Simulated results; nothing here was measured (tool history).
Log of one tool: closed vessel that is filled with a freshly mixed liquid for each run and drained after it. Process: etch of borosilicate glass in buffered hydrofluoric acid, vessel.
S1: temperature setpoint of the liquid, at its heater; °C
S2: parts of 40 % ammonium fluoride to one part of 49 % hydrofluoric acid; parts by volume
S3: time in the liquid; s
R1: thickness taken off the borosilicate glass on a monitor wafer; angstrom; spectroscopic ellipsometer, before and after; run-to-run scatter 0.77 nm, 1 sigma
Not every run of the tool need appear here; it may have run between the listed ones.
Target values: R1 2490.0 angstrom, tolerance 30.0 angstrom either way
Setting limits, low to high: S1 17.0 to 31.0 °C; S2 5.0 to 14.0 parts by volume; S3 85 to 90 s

run	day	S1	S2	S3	R1
1	0.000	23.0	8.5	85	1151.2
2	0.050	26.5	8.5	85	1397.8
3	0.425	26.5	11.0	85	1112.9
4	0.529	27.0	10.0	85	1252.7
5	0.842	30.0	10.0	85	1466.7
6	1.046	30.0	10.0	90	1542.7
7	1.317	30.0	9.0	90	1657.2
8	1.525	31.0	6.0	90	2635.9
9	1.567	30.5	6.0	90	2556.2

Pick the move, out of 4, that brings all results within their allowed miss; only one does.
A	1.608	30.5	5.5	85	?
B	1.608	29.0	5.5	90	?
C	1.608	31.0	6.0	85	?
D	1.608	30.0	5.5	85	?

move	R1
A	2619.9
B	2568.8
C	2489.5
D	2553.8
A: lands further from the targets than the last run did
B: lands further from the targets than the last run did
C: each result inside its tolerance
D: neither nearer nor further off than the last run
Go with C: it meets all targets.

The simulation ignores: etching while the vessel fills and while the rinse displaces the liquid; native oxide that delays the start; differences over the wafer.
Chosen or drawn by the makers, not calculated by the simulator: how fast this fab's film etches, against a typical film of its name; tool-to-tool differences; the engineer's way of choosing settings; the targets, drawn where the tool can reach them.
